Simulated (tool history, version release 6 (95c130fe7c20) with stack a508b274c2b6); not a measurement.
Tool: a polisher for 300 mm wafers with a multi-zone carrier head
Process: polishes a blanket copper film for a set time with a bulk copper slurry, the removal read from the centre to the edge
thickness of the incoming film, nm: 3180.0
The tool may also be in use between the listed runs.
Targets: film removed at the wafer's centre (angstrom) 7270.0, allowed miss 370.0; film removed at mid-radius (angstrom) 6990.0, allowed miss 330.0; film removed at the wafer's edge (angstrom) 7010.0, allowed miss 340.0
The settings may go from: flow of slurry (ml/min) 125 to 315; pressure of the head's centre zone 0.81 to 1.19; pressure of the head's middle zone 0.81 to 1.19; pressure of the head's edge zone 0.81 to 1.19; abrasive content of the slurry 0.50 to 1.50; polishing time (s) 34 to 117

| run | hour | flow of slurry (ml/min) | pressure of the head's centre zone | pressure of the head's middle zone | pressure of the head's edge zone | abrasive content of the slurry | polishing time (s) | film removed at the wafer's centre (angstrom) | film removed at mid-radius (angstrom) | film removed at the wafer's edge (angstrom) |
|---|---|---|---|---|---|---|---|---|---|---|
| 1 | 0.0 | 205 | 1.00 | 1.00 | 1.00 | 1.00 | 75 | 5216.2 | 5278.5 | 5175.9 |
| 2 | 8.9 | 205 | 0.93 | 1.00 | 1.00 | 1.00 | 75 | 4742.6 | 5209.2 | 5131.9 |
| 3 | 14.4 | 205 | 0.93 | 1.00 | 0.91 | 1.00 | 75 | 4757.1 | 5357.1 | 5010.2 |
| 4 | 15.9 | 205 | 0.93 | 1.00 | 0.91 | 1.00 | 91 | 5756.4 | 6438.4 | 6061.9 |
| 5 | 19.2 | 205 | 0.85 | 1.00 | 0.91 | 1.00 | 91 | 5283.1 | 6478.7 | 6100.4 |
| 6 | 22.8 | 245 | 0.85 | 1.00 | 0.91 | 1.00 | 91 | 5371.9 | 6503.8 | 6243.9 |
| 7 | 23.7 | 250 | 0.90 | 0.99 | 0.92 | 1.10 | 92 | 6027.3 | 6798.0 | 6394.0 |
| 8 | 27.8 | 250 | 0.92 | 0.97 | 0.94 | 1.15 | 93 | 6097.4 | 6706.7 | 6524.3 |
| 9 | 36.5 | 255 | 0.95 | 0.96 | 0.95 | 1.20 | 94 | 6668.0 | 6947.9 | 6859.5 |
| 10 | 38.9 | 255 | 0.97 | 0.96 | 0.95 | 1.20 | 94 | 6577.5 | 6875.9 | 6769.6 |
| 11 | 42.0 | 255 | 0.99 | 0.96 | 0.96 | 1.20 | 94 | 6816.9 | 6886.0 | 6755.6 |

4 next moves are on the table. One of them brings every result within its allowed miss. Which?
| A | 45.1 | 235 | 0.95 | 0.90 | 1.01 | 1.15 | 97 | ? | ? | ? |
| B | 45.1 | 215 | 1.07 | 1.00 | 1.07 | 1.20 | 95 | ? | ? | ? |
| C | 45.1 | 285 | 1.14 | 1.05 | 0.92 | 1.25 | 86 | ? | ? | ? |
| D | 45.1 | 245 | 0.89 | 1.03 | 1.02 | 1.15 | 92 | ? | ? | ? |

| move | film removed at the wafer's centre (angstrom) | film removed at mid-radius (angstrom) | film removed at the wafer's edge (angstrom) |
|---|---|---|---|
| A | 6718.3 | 6751.4 | 7015.6 |
| B | 7387.7 | 7181.3 | 7052.9 |
| C | 7482.4 | 7076.7 | 6159.8 |
| D | 6007.6 | 7198.0 | 6701.1 |
A: further off than the last run
B: meets every target
C: brings the result that was furthest off to its target, and leaves another outside
D: further off than the last run
Move B is the one to make.
